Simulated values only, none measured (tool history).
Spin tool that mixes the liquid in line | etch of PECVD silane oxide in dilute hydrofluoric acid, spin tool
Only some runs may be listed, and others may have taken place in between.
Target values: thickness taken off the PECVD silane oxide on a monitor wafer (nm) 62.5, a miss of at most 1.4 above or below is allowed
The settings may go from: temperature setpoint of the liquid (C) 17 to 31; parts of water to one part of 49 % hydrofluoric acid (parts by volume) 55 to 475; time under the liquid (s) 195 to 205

| run | hour | temperature setpoint of the liquid (C) | parts of water to one part of 49 % hydrofluoric acid (parts by volume) | time under the liquid (s) | thickness taken off the PECVD silane oxide on a monitor wafer (nm) |
|---|---|---|---|---|---|
| 1 | 0 | 23 | 265 | 195 | 22.641 |
| 2 | 2.4 | 25.5 | 215 | 195 | 31.939 |
| 3 | 3.6 | 27 | 185 | 195 | 40.738 |
| 4 | 9.9 | 28 | 170 | 195 | 46.476 |
| 5 | 13.5 | 31 | 170 | 195 | 51.491 |
| 6 | 21 | 31 | 160 | 195 | 55.593 |
| 7 | 22 | 31 | 155 | 195 | 57.697 |
| 8 | 30.6 | 31 | 150 | 195 | 60.715 |

Exercise: of the 4 proposed moves below, exactly one satisfies all targets within the stated allowed misses. Which move is it?
| A | 39.2 | 28.5 | 145 | 200 | ? |
| B | 39.2 | 30 | 150 | 195 | ? |
| C | 39.2 | 31 | 155 | 200 | ? |
| D | 39.2 | 29 | 140 | 200 | ? |

| move | thickness taken off the PECVD silane oxide on a monitor wafer (nm) |
|---|---|
| A | 59.037 |
| B | 58.378 |
| C | 59.653 |
| D | 62.678 |
A: the biggest miss grows against the last run
B: the biggest miss grows against the last run
C: the biggest miss grows against the last run
D: each result inside its tolerance
Correct choice: D, which meets every target
